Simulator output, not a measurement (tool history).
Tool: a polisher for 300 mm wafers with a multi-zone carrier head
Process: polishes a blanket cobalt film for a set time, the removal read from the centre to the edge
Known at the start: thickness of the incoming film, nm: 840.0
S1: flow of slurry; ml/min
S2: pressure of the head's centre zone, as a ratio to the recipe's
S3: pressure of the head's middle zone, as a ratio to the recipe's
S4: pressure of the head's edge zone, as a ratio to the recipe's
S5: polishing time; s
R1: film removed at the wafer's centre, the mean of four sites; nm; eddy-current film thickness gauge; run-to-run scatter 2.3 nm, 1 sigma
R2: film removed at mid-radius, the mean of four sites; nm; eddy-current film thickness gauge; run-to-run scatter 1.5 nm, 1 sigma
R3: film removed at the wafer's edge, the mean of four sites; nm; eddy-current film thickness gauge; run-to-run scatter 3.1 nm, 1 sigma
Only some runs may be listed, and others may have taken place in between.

run 1 hour=0 | S1=165 S2=1 S3=1 S4=1 S5=53 | R1=185.14 R2=185.58 R3=188.14
run 2 hour=2.4 | S1=165 S2=1 S3=1 S4=1 S5=46 | R1=161.69 R2=160.56 R3=164.95
run 3 hour=10.5 | S1=175 S2=1.02 S3=1.03 S4=1 S5=48 | R1=173.48 R2=173 R3=169.37
run 4 hour=11 | S1=175 S2=0.97 S3=1.03 S4=1 S5=48 | R1=166.57 R2=173.56 R3=174.37
run 5 hour=14.9 | S1=185 S2=0.99 S3=1.05 S4=1.01 S5=50 | R1=177.18 R2=185.8 R3=181.35
run 6 hour=23.2 | S1=195 S2=1.01 S3=1.07 S4=1.02 S5=51 | R1=184.99 R2=194.65 R3=187.2
run 7 hour=24.2 | S1=245 S2=1.11 S3=1.17 S4=0.99 S5=57 | R1=232.22 R2=241.09 R3=211.76
run 8 hour=31.4 | S1=245 S2=1.11 S3=1.17 S4=0.98 S5=57 | R1=231.39 R2=244.78 R3=207.58

Expected results for the next run?
run 9 hour=36 | S1=250 S2=1.13 S3=1.18 S4=0.99 S5=57 | R1=? R2=? R3=?

{"run 9": {"R1": 234.43, "R2": 242.3, "R3": 209.03}}

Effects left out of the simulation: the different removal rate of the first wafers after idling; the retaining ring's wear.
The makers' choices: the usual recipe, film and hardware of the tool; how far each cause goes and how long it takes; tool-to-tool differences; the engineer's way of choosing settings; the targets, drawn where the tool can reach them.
